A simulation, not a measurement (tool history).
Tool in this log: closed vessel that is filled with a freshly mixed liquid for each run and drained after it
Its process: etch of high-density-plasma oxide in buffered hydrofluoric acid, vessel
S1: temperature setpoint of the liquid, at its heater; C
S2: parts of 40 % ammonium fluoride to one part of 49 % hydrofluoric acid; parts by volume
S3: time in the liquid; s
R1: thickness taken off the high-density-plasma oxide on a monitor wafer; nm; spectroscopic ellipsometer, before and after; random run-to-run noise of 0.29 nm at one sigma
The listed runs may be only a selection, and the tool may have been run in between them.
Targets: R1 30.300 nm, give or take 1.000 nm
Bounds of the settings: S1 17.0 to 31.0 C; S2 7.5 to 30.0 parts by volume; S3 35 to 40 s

run,hour,S1,S2,S3,R1
1,0.0,23.0,21.0,40,23.867
2,7.7,23.0,21.0,35,20.384
3,14.3,25.0,21.0,35,22.966
4,17.5,25.0,25.5,35,19.613
5,21.0,25.0,25.5,35,19.365
6,22.2,27.5,25.5,35,22.326
7,26.0,28.5,24.5,35,24.186
8,29.0,29.0,23.5,35,25.871
9,31.9,29.5,23.0,35,26.837

4 candidate next runs follow, results not yet known. Just one meets every target within its allowed miss. Identify it.
A,34.8,30.0,24.5,35,?
B,34.8,31.0,19.5,35,?
C,34.8,31.0,22.0,35,?
D,34.8,25.5,26.0,40,?

move,R1
A,26.215
B,33.649
C,29.891
D,22.601
A: lands further from the targets than the last run did
B: the result that was furthest off in the last run now lies on the other side of its target
C: every result within its allowed miss
D: lands further from the targets than the last run did
Correct choice: C, which meets every target

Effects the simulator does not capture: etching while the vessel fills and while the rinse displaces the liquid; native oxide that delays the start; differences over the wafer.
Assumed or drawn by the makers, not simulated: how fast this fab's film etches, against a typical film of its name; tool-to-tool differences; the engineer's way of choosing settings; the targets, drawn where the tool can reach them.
